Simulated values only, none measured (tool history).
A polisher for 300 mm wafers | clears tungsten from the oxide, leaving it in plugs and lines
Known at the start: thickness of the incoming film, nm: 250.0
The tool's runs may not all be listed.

run    day  flow of slurry (ml/min)  pressure of the wafer on the pad (kPa)  speed of the pad under the wafer (m/s)  abrasive content of the slurry  overpolish time after the end point (s)  time until the end point was called (s)
  1  0.000                      305                                    31.7                                    1.00                             1.0                                       38                                   46.803
  2  0.221                      305                                    31.7                                    1.00                             1.0                                       38                                   46.737
  3  0.379                      305                                    27.6                                    1.00                             1.0                                       38                                   52.491
  4  0.746                      305                                    27.6                                    1.14                             1.0                                       38                                   45.766
  5  1.012                      305                                    34.5                                    1.14                             1.0                                       38                                   39.102
  6  1.362                      305                                    34.5                                    1.14                             1.1                                       38                                   37.780
  7  1.529                      305                                    31.7                                    1.10                             1.1                                       38                                   42.058
  8  1.846                      305                                    29.0                                    1.06                             1.1                                       38                                   46.713
  9  1.888                      305                                    26.9                                    1.02                             1.1                                       38                                   51.686
 10  2.021                      305                                    24.8                                    1.00                             1.1                                       38                                   56.259
 11  2.312                      305                                    23.4                                    0.98                             1.1                                       38                                   59.846
 12  2.533                      305                                    22.1                                    0.98                             1.1                                       38                                   61.865
 13  2.767                      305                                    20.7                                    0.98                             1.1                                       38                                   64.746

The next listed run, before its measurement:
 14  2.838                      305                                    20.0                                    0.98                             1.1                                       38                                        ?

{"run 14": {"time until the end point was called (s)": 67.3}}
